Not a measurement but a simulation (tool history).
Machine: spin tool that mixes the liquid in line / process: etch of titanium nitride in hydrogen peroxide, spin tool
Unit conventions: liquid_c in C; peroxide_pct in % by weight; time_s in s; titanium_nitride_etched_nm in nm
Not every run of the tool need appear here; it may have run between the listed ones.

| run | day | liquid_c | peroxide_pct | time_s | titanium_nitride_etched_nm |
|---|---|---|---|---|---|
| 1 | 0.000 | 50.0 | 17.5 | 290 | 20.092 |
| 2 | 0.079 | 50.0 | 17.5 | 310 | 21.323 |
| 3 | 0.346 | 49.5 | 17.5 | 310 | 20.625 |
| 4 | 0.517 | 53.0 | 17.5 | 310 | 26.604 |
| 5 | 0.842 | 53.0 | 17.5 | 290 | 24.959 |
| 6 | 0.908 | 52.0 | 17.5 | 290 | 23.414 |

What will run 7 give?
| 7 | 1.242 | 51.0 | 17.5 | 290 | ? |

{"run 7": {"titanium_nitride_etched_nm": 21.608}}

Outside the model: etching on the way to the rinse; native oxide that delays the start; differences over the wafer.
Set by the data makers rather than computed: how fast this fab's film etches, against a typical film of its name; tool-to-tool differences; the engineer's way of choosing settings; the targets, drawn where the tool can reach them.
